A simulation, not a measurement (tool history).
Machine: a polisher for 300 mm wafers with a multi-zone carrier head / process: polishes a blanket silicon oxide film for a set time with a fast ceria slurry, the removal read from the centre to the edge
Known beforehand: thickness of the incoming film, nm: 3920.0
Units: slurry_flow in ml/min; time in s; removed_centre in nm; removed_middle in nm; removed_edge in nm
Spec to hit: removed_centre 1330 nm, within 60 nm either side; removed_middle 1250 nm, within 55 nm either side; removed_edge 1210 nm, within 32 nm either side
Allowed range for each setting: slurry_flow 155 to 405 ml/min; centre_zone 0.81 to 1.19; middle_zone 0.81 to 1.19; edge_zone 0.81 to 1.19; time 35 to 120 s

run,hour,slurry_flow,centre_zone,middle_zone,edge_zone,time,removed_centre,removed_middle,removed_edge
1,0,260,1,1,1,77,872.93,846.33,859.42
2,7.6,200,1,1,1,77,808.11,842.01,836.77
3,15.2,215,1.03,1.03,1.03,82,902.43,945.49,924.25
4,15.9,215,1.03,1.03,1.03,66,735.29,751.56,726.48
5,21.1,215,1.03,1.03,1.11,66,754.57,735.03,757.97
6,25.8,215,1,1.03,1.11,66,707.81,731.15,774.82
7,32.6,235,1.03,1.05,1.13,72,825.37,839.2,844.57
8,33.5,245,1.11,1.04,1.17,94,1166.2,1099.8,1127.3
9,40.3,255,1.12,1.05,1.17,95,1198.5,1117,1146.2
10,49,265,1.13,1.07,1.17,96,1222,1131.7,1187.7
11,57.3,245,1.14,1.08,1.15,97,1230.2,1177.5,1155.2
12,59.6,250,1.15,1.09,1.15,97,1247.1,1170.7,1165.8
13,68.3,255,1.16,1.1,1.15,97,1266,1156,1172.9
14,72.2,250,1.16,1.11,1.15,98,1277.7,1188,1166.6
15,79.4,255,1.16,1.12,1.15,98,1273.9,1208.5,1178.4

Which of these 5 next moves meets every target?
A,86.6,170,1.06,1.15,1.14,107,?,?,?
B,86.6,240,1.11,1.19,1.06,99,?,?,?
C,86.6,175,1.19,1.13,1.16,106,?,?,?
D,86.6,310,1.19,1.1,1.13,93,?,?,?
E,86.6,305,1.15,1.16,1.03,99,?,?,?

move,removed_centre,removed_middle,removed_edge
A,1205.6,1252.4,1201.6
B,1247.3,1264.5,1118
C,1350.6,1228.4,1206.6
D,1298.4,1143.2,1111.1
E,1333.6,1272.2,1126.8
A: puts the biggest miss on target and leaves a different result outside tolerance
B: misses by more than the last run did
C: all results land within tolerance of their targets
D: misses by more than the last run did
E: misses by more than the last run did
So the answer is move C, the one that meets all the targets.
